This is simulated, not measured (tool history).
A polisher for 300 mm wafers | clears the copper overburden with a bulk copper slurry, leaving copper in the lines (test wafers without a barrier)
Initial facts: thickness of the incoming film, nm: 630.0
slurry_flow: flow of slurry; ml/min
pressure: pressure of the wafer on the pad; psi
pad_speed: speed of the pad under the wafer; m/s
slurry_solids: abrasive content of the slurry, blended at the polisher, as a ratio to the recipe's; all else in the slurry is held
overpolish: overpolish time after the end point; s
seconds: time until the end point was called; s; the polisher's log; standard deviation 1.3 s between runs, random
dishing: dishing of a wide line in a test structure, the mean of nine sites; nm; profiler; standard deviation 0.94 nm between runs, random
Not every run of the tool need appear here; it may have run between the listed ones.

| run | day | slurry_flow | pressure | pad_speed | slurry_solids | overpolish | seconds | dishing |
|---|---|---|---|---|---|---|---|---|
| 1 | 0.000 | 245 | 2.5 | 0.98 | 1.0 | 10 | 83.264 | 58.064 |
| 2 | 0.371 | 245 | 2.5 | 0.98 | 1.0 | 7 | 83.123 | 40.704 |
| 3 | 0.538 | 295 | 2.5 | 0.98 | 1.0 | 7 | 81.158 | 42.143 |
| 4 | 0.642 | 295 | 2.3 | 0.98 | 1.0 | 8 | 87.421 | 43.067 |
| 5 | 0.975 | 295 | 1.8 | 0.98 | 1.0 | 8 | 110.240 | 35.407 |
| 6 | 1.342 | 290 | 1.7 | 0.98 | 1.0 | 9 | 119.620 | 36.300 |
| 7 | 1.388 | 290 | 1.7 | 0.98 | 1.0 | 9 | 118.890 | 37.361 |
| 8 | 1.642 | 285 | 1.7 | 0.98 | 1.0 | 9 | 118.510 | 37.193 |

Run 9 comes next. What will it give?
| 9 | 2.017 | 280 | 1.7 | 0.98 | 1.0 | 9 | ? | ? |

{"run 9": {"seconds": 118.58, "dishing": 35.977}}
